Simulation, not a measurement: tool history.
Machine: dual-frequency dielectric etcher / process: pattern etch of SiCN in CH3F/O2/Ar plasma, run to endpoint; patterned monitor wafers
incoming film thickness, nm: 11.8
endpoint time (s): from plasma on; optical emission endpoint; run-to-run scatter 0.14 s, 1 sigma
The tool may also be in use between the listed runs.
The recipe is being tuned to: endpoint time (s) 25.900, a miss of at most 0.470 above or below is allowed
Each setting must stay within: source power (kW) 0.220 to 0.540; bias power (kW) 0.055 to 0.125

run,hour,source power (kW),bias power (kW),endpoint time (s)
1,0.0,0.380,0.090,29.085
2,8.5,0.380,0.083,30.124
3,11.2,0.380,0.074,30.827
4,14.7,0.400,0.075,30.062
5,17.7,0.370,0.075,31.186
6,22.9,0.320,0.075,33.162
7,26.9,0.340,0.076,31.999
8,29.1,0.420,0.081,28.753
9,31.3,0.430,0.081,28.671
10,36.4,0.440,0.081,28.714

Which of these 5 next moves meets every target?
A,41.5,0.350,0.067,?
B,41.5,0.350,0.057,?
C,41.5,0.380,0.061,?
D,41.5,0.430,0.067,?
E,41.5,0.470,0.101,?

move,endpoint time (s)
A,32.607
B,34.038
C,32.433
D,30.206
E,25.942
A: its largest miss is bigger than the last run's
B: its largest miss is bigger than the last run's
C: its largest miss is bigger than the last run's
D: its largest miss is bigger than the last run's
E: all results in spec
Go with E: it meets all targets.

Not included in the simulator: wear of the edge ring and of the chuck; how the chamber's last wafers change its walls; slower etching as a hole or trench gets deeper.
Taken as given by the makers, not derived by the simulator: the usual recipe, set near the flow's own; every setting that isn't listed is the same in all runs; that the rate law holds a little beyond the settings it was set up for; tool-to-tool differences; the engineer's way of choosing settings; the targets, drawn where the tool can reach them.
